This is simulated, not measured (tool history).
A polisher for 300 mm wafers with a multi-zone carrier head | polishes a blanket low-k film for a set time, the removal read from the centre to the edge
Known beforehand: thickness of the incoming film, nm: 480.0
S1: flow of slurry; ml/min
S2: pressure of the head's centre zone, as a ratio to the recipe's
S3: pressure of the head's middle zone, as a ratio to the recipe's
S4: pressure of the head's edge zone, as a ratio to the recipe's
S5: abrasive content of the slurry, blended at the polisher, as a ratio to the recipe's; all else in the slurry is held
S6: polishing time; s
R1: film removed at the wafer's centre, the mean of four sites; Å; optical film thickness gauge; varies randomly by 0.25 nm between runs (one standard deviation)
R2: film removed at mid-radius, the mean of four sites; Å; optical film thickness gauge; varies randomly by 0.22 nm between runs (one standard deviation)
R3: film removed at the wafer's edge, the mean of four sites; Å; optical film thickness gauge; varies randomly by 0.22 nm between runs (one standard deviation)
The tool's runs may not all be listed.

{"run": 1, "day": 0.0, "S1": 180, "S2": 1, "S3": 1, "S4": 1, "S5": 1, "S6": 81, "R1": 273.33, "R2": 275.89, "R3": 281.28}
{"run": 2, "day": 0.238, "S1": 180, "S2": 1.04, "S3": 1, "S4": 1, "S5": 1, "S6": 81, "R1": 280.26, "R2": 273.97, "R3": 278.8}
{"run": 3, "day": 0.475, "S1": 180, "S2": 1.04, "S3": 1, "S4": 1, "S5": 1.1, "S6": 81, "R1": 293.79, "R2": 288.62, "R3": 287.6}
{"run": 4, "day": 0.521, "S1": 180, "S2": 1.04, "S3": 0.92, "S4": 1, "S5": 1.1, "S6": 81, "R1": 294.92, "R2": 278.59, "R3": 291.09}
{"run": 5, "day": 0.758, "S1": 180, "S2": 1.04, "S3": 0.92, "S4": 1.04, "S5": 1.1, "S6": 81, "R1": 300.66, "R2": 272.84, "R3": 294.26}
{"run": 6, "day": 0.8, "S1": 180, "S2": 1.04, "S3": 0.94, "S4": 1.02, "S5": 1.05, "S6": 80, "R1": 285.12, "R2": 267.67, "R3": 289.21}
{"run": 7, "day": 0.967, "S1": 180, "S2": 1.04, "S3": 0.96, "S4": 0.99, "S5": 1, "S6": 78, "R1": 270.95, "R2": 259.16, "R3": 266.06}
{"run": 8, "day": 1.062, "S1": 180, "S2": 1.03, "S3": 0.97, "S4": 0.97, "S5": 0.95, "S6": 78, "R1": 254.9, "R2": 256.74, "R3": 260.5}
{"run": 9, "day": 1.188, "S1": 180, "S2": 1.04, "S3": 0.98, "S4": 0.95, "S5": 0.9, "S6": 77, "R1": 251.05, "R2": 248.2, "R3": 243.17}
{"run": 10, "day": 1.383, "S1": 145, "S2": 0.94, "S3": 0.97, "S4": 0.85, "S5": 0.65, "S6": 76, "R1": 182.77, "R2": 194.88, "R3": 183.94}

What does the tool deliver on the next run?
{"run": 11, "day": 1.471, "S1": 150, "S2": 0.94, "S3": 0.97, "S4": 0.85, "S5": 0.65, "S6": 76, "R1": "?", "R2": "?", "R3": "?"}

{"run 11": {"R1": 179.2, "R2": 194.42, "R3": 185.17}}
